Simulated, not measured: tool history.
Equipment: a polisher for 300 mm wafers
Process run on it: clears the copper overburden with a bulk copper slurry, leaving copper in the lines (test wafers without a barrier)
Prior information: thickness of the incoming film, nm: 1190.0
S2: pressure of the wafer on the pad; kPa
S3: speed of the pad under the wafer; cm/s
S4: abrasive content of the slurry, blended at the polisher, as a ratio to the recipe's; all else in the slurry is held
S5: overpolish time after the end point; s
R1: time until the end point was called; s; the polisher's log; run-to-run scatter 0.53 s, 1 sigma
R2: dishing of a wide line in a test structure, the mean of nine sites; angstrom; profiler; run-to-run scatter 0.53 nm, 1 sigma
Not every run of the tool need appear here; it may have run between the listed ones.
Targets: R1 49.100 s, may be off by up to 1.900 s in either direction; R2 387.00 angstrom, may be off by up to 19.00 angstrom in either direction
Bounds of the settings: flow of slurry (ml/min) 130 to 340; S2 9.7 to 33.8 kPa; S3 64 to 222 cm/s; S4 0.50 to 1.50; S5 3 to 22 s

Run 1, hour 0.0: flow of slurry (ml/min) 220, S2 21.4 kPa, S3 142 cm/s, S4 1.00, S5 11 s. Result: R1 93.632 s, R2 352.99 angstrom.
Run 2, hour 8.3: flow of slurry (ml/min) 220, S2 24.8 kPa, S3 144 cm/s, S4 1.00, S5 10 s. Result: R1 79.448 s, R2 372.18 angstrom.
Run 3, hour 16.4: flow of slurry (ml/min) 220, S2 24.8 kPa, S3 110 cm/s, S4 1.00, S5 10 s. Result: R1 96.951 s, R2 349.70 angstrom.
Run 4, hour 23.9: flow of slurry (ml/min) 225, S2 27.6 kPa, S3 122 cm/s, S4 1.00, S5 8 s. Result: R1 81.629 s, R2 349.35 angstrom.
Run 5, hour 27.8: flow of slurry (ml/min) 225, S2 29.0 kPa, S3 132 cm/s, S4 1.00, S5 8 s. Result: R1 72.384 s, R2 356.26 angstrom.
Run 6, hour 34.0: flow of slurry (ml/min) 225, S2 30.3 kPa, S3 140 cm/s, S4 1.00, S5 8 s. Result: R1 68.072 s, R2 371.99 angstrom.
Run 7, hour 37.0: flow of slurry (ml/min) 230, S2 31.0 kPa, S3 150 cm/s, S4 1.00, S5 7 s. Result: R1 60.762 s, R2 368.90 angstrom.
Run 8, hour 41.3: flow of slurry (ml/min) 235, S2 33.8 kPa, S3 162 cm/s, S4 1.00, S5 8 s. Result: R1 53.312 s, R2 382.17 angstrom.
Run 9, hour 41.8: flow of slurry (ml/min) 235, S2 33.8 kPa, S3 166 cm/s, S4 1.00, S5 8 s. Result: R1 52.940 s, R2 375.13 angstrom.

Which single option among these 5 for the next run brings every result within its allowed miss of target? Just one does.
Run A, hour 42.3: flow of slurry (ml/min) 285, S2 31.7 kPa, S3 152 cm/s, S4 1.10, S5 7 s. Result: R1 ?, R2 ?.
Run B, hour 42.3: flow of slurry (ml/min) 155, S2 31.0 kPa, S3 174 cm/s, S4 1.00, S5 19 s. Result: R1 ?, R2 ?.
Run C, hour 42.3: flow of slurry (ml/min) 250, S2 33.8 kPa, S3 168 cm/s, S4 1.10, S5 9 s. Result: R1 ?, R2 ?.
Run D, hour 42.3: flow of slurry (ml/min) 205, S2 29.6 kPa, S3 156 cm/s, S4 1.10, S5 9 s. Result: R1 ?, R2 ?.
Run E, hour 42.3: flow of slurry (ml/min) 200, S2 33.8 kPa, S3 170 cm/s, S4 0.75, S5 6 s. Result: R1 ?, R2 ?.

move      R1      R2
   A  57.013  365.19
   B  56.483  383.14
   C  49.782  380.79
   D  61.433  371.91
   E  55.208  358.62
A: the biggest miss grows against the last run
B: the biggest miss grows against the last run
C: meets every target
D: the biggest miss grows against the last run
E: the biggest miss grows against the last run
The right move is C.
